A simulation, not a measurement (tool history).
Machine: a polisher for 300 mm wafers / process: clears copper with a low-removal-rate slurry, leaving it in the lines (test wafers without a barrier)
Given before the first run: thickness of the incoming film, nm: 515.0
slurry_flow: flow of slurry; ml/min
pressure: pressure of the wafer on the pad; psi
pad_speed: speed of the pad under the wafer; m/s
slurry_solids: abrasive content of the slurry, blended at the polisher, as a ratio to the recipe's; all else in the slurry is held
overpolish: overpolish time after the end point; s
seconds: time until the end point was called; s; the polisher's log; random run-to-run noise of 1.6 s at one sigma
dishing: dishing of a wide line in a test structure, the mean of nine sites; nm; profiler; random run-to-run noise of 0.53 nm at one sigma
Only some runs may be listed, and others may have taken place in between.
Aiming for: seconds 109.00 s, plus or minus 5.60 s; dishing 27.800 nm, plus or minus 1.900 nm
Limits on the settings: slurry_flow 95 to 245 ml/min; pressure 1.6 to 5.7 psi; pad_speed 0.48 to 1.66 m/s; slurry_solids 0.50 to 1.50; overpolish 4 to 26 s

| run | hour | slurry_flow | pressure | pad_speed | slurry_solids | overpolish | seconds | dishing |
|---|---|---|---|---|---|---|---|---|
| 1 | 0.0 | 155 | 3.6 | 1.06 | 1.00 | 13 | 127.96 | 36.114 |
| 2 | 8.9 | 155 | 3.2 | 1.06 | 1.00 | 13 | 145.76 | 32.568 |
| 3 | 13.3 | 155 | 3.3 | 1.06 | 1.00 | 12 | 137.56 | 31.057 |
| 4 | 17.1 | 155 | 2.7 | 1.06 | 1.00 | 12 | 167.31 | 26.649 |
| 5 | 22.5 | 155 | 2.9 | 1.06 | 1.00 | 11 | 155.94 | 26.960 |
| 6 | 28.9 | 155 | 3.7 | 1.06 | 1.00 | 11 | 122.44 | 33.025 |
| 7 | 29.7 | 155 | 3.7 | 1.06 | 1.00 | 10 | 127.77 | 30.314 |
| 8 | 38.6 | 155 | 3.8 | 1.06 | 1.00 | 9 | 122.53 | 28.534 |
| 9 | 45.0 | 155 | 3.9 | 1.06 | 1.00 | 9 | 118.61 | 28.567 |

Exactly one of the 5 candidate moves below puts every result within its allowed miss. Which one?
| A | 51.4 | 120 | 3.7 | 1.02 | 0.90 | 10 | ? | ? |
| B | 51.4 | 175 | 3.1 | 1.10 | 1.00 | 12 | ? | ? |
| C | 51.4 | 195 | 4.3 | 0.90 | 1.15 | 10 | ? | ? |
| D | 51.4 | 165 | 3.8 | 1.08 | 0.90 | 10 | ? | ? |
| E | 51.4 | 155 | 4.2 | 1.06 | 1.05 | 8 | ? | ? |

| move | seconds | dishing |
|---|---|---|
| A | 135.80 | 26.873 |
| B | 138.81 | 30.829 |
| C | 117.98 | 30.648 |
| D | 119.15 | 30.258 |
| E | 108.07 | 27.102 |
A: the biggest miss grows against the last run
B: the biggest miss grows against the last run
C: closes in on the targets versus the last run, not all within tolerance yet
D: the biggest miss grows against the last run
E: every result within its allowed miss
Answer: E

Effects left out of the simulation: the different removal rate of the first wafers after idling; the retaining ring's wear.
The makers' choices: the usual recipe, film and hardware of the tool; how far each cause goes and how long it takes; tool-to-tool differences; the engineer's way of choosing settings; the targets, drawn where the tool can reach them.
